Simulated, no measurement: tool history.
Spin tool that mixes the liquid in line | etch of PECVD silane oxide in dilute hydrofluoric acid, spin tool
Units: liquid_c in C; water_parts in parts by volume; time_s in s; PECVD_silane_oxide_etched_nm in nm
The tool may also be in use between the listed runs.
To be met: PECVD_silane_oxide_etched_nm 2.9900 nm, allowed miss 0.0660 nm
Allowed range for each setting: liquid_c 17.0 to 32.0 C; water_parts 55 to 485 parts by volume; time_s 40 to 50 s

run,hour,liquid_c,water_parts,time_s,PECVD_silane_oxide_etched_nm
1,0.0,24.0,270,50,3.5700
2,4.5,24.0,270,40,2.8190
3,5.0,24.0,270,40,2.8350
4,5.9,24.0,205,40,3.9902
5,11.8,23.5,205,40,3.9870
6,14.9,23.0,205,40,3.8609
7,19.5,22.5,205,40,3.7824
8,20.1,22.0,205,40,3.7160
9,28.1,21.5,205,40,3.6380
10,29.6,21.0,205,40,3.5838
11,31.6,17.0,220,40,2.8326
12,39.9,17.0,220,40,2.8234
13,48.5,17.0,220,40,2.8130

Consider the 5 candidate settings below. Which is the only one whose results all fall within their allowed miss of target?
A,57.1,19.0,245,40,?
B,57.1,17.0,235,40,?
C,57.1,17.5,260,45,?
D,57.1,17.5,235,40,?
E,57.1,17.5,235,45,?

move,PECVD_silane_oxide_etched_nm
A,2.6840
B,2.6137
C,2.6508
D,2.6652
E,2.9983
A: misses by more than the last run did
B: misses by more than the last run did
C: misses by more than the last run did
D: misses by more than the last run did
E: every result within its allowed miss
Go with E: it meets all targets.

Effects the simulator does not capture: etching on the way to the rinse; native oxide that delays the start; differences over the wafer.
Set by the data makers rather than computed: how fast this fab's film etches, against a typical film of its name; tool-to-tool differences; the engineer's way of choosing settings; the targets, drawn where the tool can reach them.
